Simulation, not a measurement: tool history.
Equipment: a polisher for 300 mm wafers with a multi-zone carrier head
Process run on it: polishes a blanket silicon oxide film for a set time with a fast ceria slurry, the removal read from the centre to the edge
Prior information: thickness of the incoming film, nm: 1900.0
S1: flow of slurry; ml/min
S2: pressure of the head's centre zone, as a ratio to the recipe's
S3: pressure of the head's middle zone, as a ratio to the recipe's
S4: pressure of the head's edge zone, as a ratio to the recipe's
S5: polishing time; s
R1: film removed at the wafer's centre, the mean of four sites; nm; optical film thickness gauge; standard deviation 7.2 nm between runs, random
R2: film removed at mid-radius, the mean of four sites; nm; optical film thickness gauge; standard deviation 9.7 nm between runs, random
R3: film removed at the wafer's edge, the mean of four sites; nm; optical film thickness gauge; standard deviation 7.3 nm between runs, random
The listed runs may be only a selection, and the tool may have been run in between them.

run	day	S1	S2	S3	S4	S5	R1	R2	R3
1	0.000	120	1.00	1.00	1.00	41	658.09	672.37	703.00
2	0.258	130	0.99	0.99	1.06	43	691.78	713.93	770.95
3	0.421	130	0.99	0.99	0.98	43	709.50	715.06	729.55
4	0.621	130	0.99	1.05	0.98	43	713.54	743.79	732.31
5	0.896	155	0.99	1.05	0.98	43	762.83	794.93	762.37
6	0.971	175	0.99	1.05	0.98	43	794.18	811.63	789.56

Run 7 has not been measured yet. What should we expect?
7	1.067	175	0.98	1.03	1.04	44	?	?	?

R1: 792.81 nm
R2: 818.53 nm
R3: 834.30 nm

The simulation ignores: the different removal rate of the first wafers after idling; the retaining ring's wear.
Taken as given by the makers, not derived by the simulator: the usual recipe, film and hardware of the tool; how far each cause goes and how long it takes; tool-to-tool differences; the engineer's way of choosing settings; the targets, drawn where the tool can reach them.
